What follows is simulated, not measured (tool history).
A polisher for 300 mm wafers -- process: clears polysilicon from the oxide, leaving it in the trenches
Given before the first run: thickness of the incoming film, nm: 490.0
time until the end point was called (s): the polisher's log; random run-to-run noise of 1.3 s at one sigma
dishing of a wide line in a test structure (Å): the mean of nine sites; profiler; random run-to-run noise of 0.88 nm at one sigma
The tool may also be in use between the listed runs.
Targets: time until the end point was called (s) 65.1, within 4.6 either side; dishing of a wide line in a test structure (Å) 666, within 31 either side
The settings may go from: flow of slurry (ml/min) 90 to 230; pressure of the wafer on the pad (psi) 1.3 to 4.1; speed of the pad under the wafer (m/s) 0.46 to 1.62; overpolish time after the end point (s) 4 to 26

run,hour,flow of slurry (ml/min),pressure of the wafer on the pad (psi),speed of the pad under the wafer (m/s),overpolish time after the end point (s),time until the end point was called (s),dishing of a wide line in a test structure (Å)
1,0,150,2.7,1.04,13,42.643,631.91
2,3.1,130,2.7,1.04,13,44.287,636.86
3,4.7,130,2.5,1.02,14,47.614,621.96
4,8.5,130,2.5,1.1,14,42.723,635.37
5,16.5,130,2.5,1.1,11,44.164,590.5
6,25.2,130,2.5,1.1,9,44.764,538.36
7,28.6,130,2.4,1.06,11,45.876,562.6
8,29.2,125,2.3,1,13,52.66,588.14
9,33.7,125,2.2,0.98,14,53.567,583.99
10,40.5,125,2.2,0.94,15,58.408,585.86
11,45.3,125,2.2,0.92,16,58.617,610.69
12,51.4,125,2.2,0.9,17,59.738,609.58
13,59.2,125,2.2,0.88,18,61.793,619.49
14,60.4,125,2.2,0.88,19,60.448,610.23

5 candidate next runs follow, results not yet known. Just one meets every target within its allowed miss. Identify it.
A,61.6,130,2.2,0.9,15,?,?
B,61.6,125,2.3,0.98,22,?,?
C,61.6,140,2.3,0.8,23,?,?
D,61.6,105,1.9,0.94,19,?,?
E,61.6,120,2.3,0.7,16,?,?

move,time until the end point was called (s),dishing of a wide line in a test structure (Å)
A,62.805,584.81
B,55.767,682.44
C,66.623,661.54
D,71.893,608.33
E,77.617,548.15
A: further off than the last run
B: corrects the largest miss of the last run, while another result sits out of spec
C: hits every target within its allowed miss
D: just as far off the targets as the last run
E: further off than the last run
Go with C: it meets all targets.

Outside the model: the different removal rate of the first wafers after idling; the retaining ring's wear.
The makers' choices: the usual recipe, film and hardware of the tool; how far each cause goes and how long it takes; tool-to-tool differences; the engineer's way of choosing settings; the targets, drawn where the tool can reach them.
